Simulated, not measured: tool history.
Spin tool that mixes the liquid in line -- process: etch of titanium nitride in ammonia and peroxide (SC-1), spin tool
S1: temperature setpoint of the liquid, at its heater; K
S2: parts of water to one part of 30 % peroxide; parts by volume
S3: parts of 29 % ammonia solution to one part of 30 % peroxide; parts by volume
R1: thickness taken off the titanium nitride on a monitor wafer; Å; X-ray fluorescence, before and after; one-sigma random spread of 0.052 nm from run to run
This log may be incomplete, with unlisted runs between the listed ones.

run 1 hour=0 | S1=324.15 S2=19 S3=0.75 time_under_the_liquid_(s)=265 | R1=148.49
run 2 hour=2.2 | S1=322.65 S2=19 S3=0.75 time_under_the_liquid_(s)=265 | R1=133.6
run 3 hour=9.7 | S1=321.65 S2=19 S3=0.75 time_under_the_liquid_(s)=265 | R1=125.3
run 4 hour=12.6 | S1=315.65 S2=19 S3=0.75 time_under_the_liquid_(s)=265 | R1=81.188
run 5 hour=19.1 | S1=315.65 S2=19 S3=0.75 time_under_the_liquid_(s)=285 | R1=87.927
run 6 hour=21 | S1=312.15 S2=19 S3=0.75 time_under_the_liquid_(s)=285 | R1=67.504
run 7 hour=24 | S1=313.15 S2=19 S3=0.75 time_under_the_liquid_(s)=285 | R1=72.613
run 8 hour=27 | S1=313.65 S2=19 S3=0.75 time_under_the_liquid_(s)=285 | R1=74.915

For run 9, what comes out?
run 9 hour=32.9 | S1=313.65 S2=19 S3=0.75 time_under_the_liquid_(s)=285 | R1=?

R1: 75.572 Å
